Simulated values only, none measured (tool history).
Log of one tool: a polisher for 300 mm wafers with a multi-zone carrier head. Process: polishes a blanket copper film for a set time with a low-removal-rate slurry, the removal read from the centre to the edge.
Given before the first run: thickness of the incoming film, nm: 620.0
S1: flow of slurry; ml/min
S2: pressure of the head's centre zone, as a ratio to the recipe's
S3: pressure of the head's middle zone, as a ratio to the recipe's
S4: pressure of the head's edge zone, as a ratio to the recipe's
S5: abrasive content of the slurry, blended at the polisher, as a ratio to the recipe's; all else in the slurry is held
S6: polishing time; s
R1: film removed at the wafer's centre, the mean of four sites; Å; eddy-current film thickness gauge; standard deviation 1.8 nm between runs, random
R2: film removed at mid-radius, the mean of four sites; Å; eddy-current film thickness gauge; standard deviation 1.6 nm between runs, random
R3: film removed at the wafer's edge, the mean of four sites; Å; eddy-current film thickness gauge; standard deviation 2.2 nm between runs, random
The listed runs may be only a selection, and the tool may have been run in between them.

Run 1, hour 0.0: S1 270 ml/min, S2 1.00, S3 1.00, S4 1.00, S5 1.00, S6 44 s. Result: R1 1148.90 Å, R2 1117.90 Å, R3 1114.30 Å.
Run 2, hour 0.7: S1 270 ml/min, S2 1.00, S3 1.00, S4 1.00, S5 1.00, S6 40 s. Result: R1 1035.70 Å, R2 1020.00 Å, R3 1025.90 Å.
Run 3, hour 9.7: S1 270 ml/min, S2 1.00, S3 1.00, S4 0.92, S5 1.00, S6 40 s. Result: R1 1051.70 Å, R2 1034.10 Å, R3 995.02 Å.
Run 4, hour 17.7: S1 270 ml/min, S2 1.00, S3 1.00, S4 0.92, S5 0.85, S6 40 s. Result: R1 1006.10 Å, R2 1006.80 Å, R3 976.46 Å.
At hour 18.8: worn pad replaced by a new one.
Run 5, hour 18.8: S1 270 ml/min, S2 1.00, S3 1.00, S4 0.92, S5 0.85, S6 30 s. Result: R1 834.54 Å, R2 825.46 Å, R3 795.86 Å.
Run 6, hour 24.6: S1 270 ml/min, S2 1.00, S3 1.00, S4 0.92, S5 0.85, S6 35 s. Result: R1 960.43 Å, R2 957.16 Å, R3 922.03 Å.
Run 7, hour 31.7: S1 270 ml/min, S2 1.01, S3 1.00, S4 0.94, S5 0.80, S6 40 s. Result: R1 1104.40 Å, R2 1080.10 Å, R3 1045.40 Å.

Run 8 comes next. What will it give?
Run 8, hour 33.3: S1 270 ml/min, S2 1.06, S3 1.05, S4 1.04, S5 1.05, S6 47 s. Result: R1 ?, R2 ?, R3 ?.

R1: 1409.40 Å
R2: 1341.70 Å
R3: 1373.70 Å
